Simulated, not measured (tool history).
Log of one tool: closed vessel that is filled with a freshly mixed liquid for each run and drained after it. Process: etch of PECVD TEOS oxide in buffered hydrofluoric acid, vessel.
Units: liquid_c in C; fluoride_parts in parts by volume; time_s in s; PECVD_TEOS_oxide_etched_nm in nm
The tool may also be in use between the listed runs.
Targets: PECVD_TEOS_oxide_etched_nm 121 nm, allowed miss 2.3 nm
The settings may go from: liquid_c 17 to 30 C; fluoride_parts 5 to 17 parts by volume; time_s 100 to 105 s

run	hour	liquid_c	fluoride_parts	time_s	PECVD_TEOS_oxide_etched_nm
1	0	22	10.5	100	152.61
2	8	22	8	100	200.45
3	12.2	19.5	8	100	175.48
4	16.5	19.5	11	100	130.09
5	23.8	19	11	100	125.68
6	27.7	17	11	100	111.82
7	30.4	17	11	100	113.36
8	34.1	17.5	11	100	115.7

4 next moves are on the table. One of them brings every result within its allowed miss. Which?
A	37.8	18.5	12.5	105	?
B	37.8	18	10	100	?
C	37.8	18.5	10.5	100	?
D	37.8	17.5	11	105	?

move	PECVD_TEOS_oxide_etched_nm
A	112.89
B	125.6
C	125.3
D	120.71
A: further off than the last run
B: takes the result that was furthest off past its target
C: takes the result that was furthest off past its target
D: meets every target
Answer: D
